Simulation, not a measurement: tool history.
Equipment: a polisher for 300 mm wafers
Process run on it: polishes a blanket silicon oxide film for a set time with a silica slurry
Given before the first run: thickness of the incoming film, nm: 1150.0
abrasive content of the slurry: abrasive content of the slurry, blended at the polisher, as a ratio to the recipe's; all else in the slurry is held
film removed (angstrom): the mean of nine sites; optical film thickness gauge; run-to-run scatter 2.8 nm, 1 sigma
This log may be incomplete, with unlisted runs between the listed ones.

| run | day | flow of slurry (ml/min) | pressure of the wafer on the pad (psi) | speed of the pad under the wafer (cm/s) | abrasive content of the slurry | polishing time (s) | film removed (angstrom) |
|---|---|---|---|---|---|---|---|
| 1 | 0 | 190 | 4 | 132 | 1 | 90 | 3257.8 |
| 2 | 0.283 | 190 | 4 | 132 | 1.2 | 90 | 3672.2 |
| 3 | 0.338 | 190 | 4 | 146 | 1.2 | 90 | 3925.9 |
| 4 | 0.596 | 190 | 3.7 | 144 | 1.2 | 90 | 3682.7 |
| 5 | 0.683 | 190 | 3.5 | 140 | 1.2 | 90 | 3406.4 |
| 6 | 0.829 | 190 | 4.1 | 140 | 1.2 | 90 | 3964.2 |
| 7 | 1.05 | 190 | 3.8 | 138 | 1.2 | 90 | 3645.3 |
| 8 | 1.171 | 190 | 3.6 | 136 | 1.2 | 90 | 3404.8 |

Estimate the outcome of run 9 from the log above:
| 9 | 1.429 | 190 | 3.4 | 134 | 1.2 | 90 | ? |

Run 9 produced film removed (angstrom) 3207.6.
